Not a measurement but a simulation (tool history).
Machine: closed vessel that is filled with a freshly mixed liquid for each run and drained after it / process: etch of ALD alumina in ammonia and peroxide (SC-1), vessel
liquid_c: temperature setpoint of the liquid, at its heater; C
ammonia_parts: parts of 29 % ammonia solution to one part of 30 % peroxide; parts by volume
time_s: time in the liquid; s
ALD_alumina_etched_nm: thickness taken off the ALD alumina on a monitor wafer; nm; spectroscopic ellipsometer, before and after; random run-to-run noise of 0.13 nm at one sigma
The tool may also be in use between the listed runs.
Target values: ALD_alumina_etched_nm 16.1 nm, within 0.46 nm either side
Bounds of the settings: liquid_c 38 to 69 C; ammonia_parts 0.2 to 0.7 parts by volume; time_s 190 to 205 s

{"run": 1, "day": 0.0, "liquid_c": 53, "ammonia_parts": 0.4, "time_s": 190, "ALD_alumina_etched_nm": 20.276}
{"run": 2, "day": 0.1, "liquid_c": 52, "ammonia_parts": 0.4, "time_s": 190, "ALD_alumina_etched_nm": 19.849}
{"run": 3, "day": 0.45, "liquid_c": 51, "ammonia_parts": 0.4, "time_s": 190, "ALD_alumina_etched_nm": 18.44}
{"run": 4, "day": 0.646, "liquid_c": 50.5, "ammonia_parts": 0.4, "time_s": 190, "ALD_alumina_etched_nm": 17.864}
{"run": 5, "day": 0.967, "liquid_c": 50.5, "ammonia_parts": 0.4, "time_s": 205, "ALD_alumina_etched_nm": 19.691}
{"run": 6, "day": 1.125, "liquid_c": 50, "ammonia_parts": 0.4, "time_s": 205, "ALD_alumina_etched_nm": 18.864}
{"run": 7, "day": 1.162, "liquid_c": 49.5, "ammonia_parts": 0.4, "time_s": 205, "ALD_alumina_etched_nm": 18.182}
{"run": 8, "day": 1.479, "liquid_c": 49, "ammonia_parts": 0.4, "time_s": 205, "ALD_alumina_etched_nm": 17.987}
{"run": 9, "day": 1.583, "liquid_c": 48.5, "ammonia_parts": 0.4, "time_s": 205, "ALD_alumina_etched_nm": 17.432}
{"run": 10, "day": 1.742, "liquid_c": 48, "ammonia_parts": 0.4, "time_s": 205, "ALD_alumina_etched_nm": 16.822}

Consider the 4 candidate settings below. Which is the only one whose results all fall within their allowed miss of target?
{"run": "A", "day": 1.9, "liquid_c": 49.5, "ammonia_parts": 0.5, "time_s": 190, "ALD_alumina_etched_nm": "?"}
{"run": "B", "day": 1.9, "liquid_c": 49, "ammonia_parts": 0.3, "time_s": 190, "ALD_alumina_etched_nm": "?"}
{"run": "C", "day": 1.9, "liquid_c": 46.5, "ammonia_parts": 0.35, "time_s": 200, "ALD_alumina_etched_nm": "?"}
{"run": "D", "day": 1.9, "liquid_c": 45.5, "ammonia_parts": 0.55, "time_s": 205, "ALD_alumina_etched_nm": "?"}

move=A ALD_alumina_etched_nm=17.187
move=B ALD_alumina_etched_nm=15.926
move=C ALD_alumina_etched_nm=14.793
move=D ALD_alumina_etched_nm=14.959
A: the biggest miss grows against the last run
B: hits every target within its allowed miss
C: pushes the last run's worst result past its target
D: pushes the last run's worst result past its target
Correct choice: B, which meets every target
